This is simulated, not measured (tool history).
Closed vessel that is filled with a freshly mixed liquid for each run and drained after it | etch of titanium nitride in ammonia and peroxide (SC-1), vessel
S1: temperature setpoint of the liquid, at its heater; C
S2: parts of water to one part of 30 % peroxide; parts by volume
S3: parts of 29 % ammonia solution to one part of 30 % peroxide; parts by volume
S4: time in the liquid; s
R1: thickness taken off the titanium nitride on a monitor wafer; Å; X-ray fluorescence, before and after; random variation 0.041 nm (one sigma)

Run 1, hour 0: S1 55 C, S2 24 parts by volume, S3 0.65 parts by volume, S4 220 s. Result: R1 69.451 Å.
Run 2, hour 6: S1 59 C, S2 24 parts by volume, S3 0.65 parts by volume, S4 220 s. Result: R1 91.833 Å.
Run 3, hour 10.3: S1 59 C, S2 24 parts by volume, S3 0.75 parts by volume, S4 220 s. Result: R1 92.496 Å.
Run 4, hour 16.6: S1 57 C, S2 24 parts by volume, S3 0.75 parts by volume, S4 220 s. Result: R1 82.403 Å.
Run 5, hour 20.3: S1 57 C, S2 24 parts by volume, S3 0.75 parts by volume, S4 220 s. Result: R1 81.92 Å.
Run 6, hour 22.8: S1 55.5 C, S2 24 parts by volume, S3 0.75 parts by volume, S4 220 s. Result: R1 75.063 Å.
Run 7, hour 29: S1 54 C, S2 24 parts by volume, S3 0.75 parts by volume, S4 220 s. Result: R1 66.897 Å.
Run 8, hour 32: S1 53.5 C, S2 24 parts by volume, S3 0.75 parts by volume, S4 220 s. Result: R1 64.086 Å.
Run 9, hour 37.6: S1 53.5 C, S2 24 parts by volume, S3 0.75 parts by volume, S4 220 s. Result: R1 65.116 Å.
Run 10, hour 41.1: S1 53 C, S2 24 parts by volume, S3 0.75 parts by volume, S4 220 s. Result: R1 62.42 Å.

The next listed run, before its measurement:
Run 11, hour 44.3: S1 52.5 C, S2 24 parts by volume, S3 0.75 parts by volume, S4 220 s. Result: R1 ?.

Run 11 gave R1 59.642 Å.
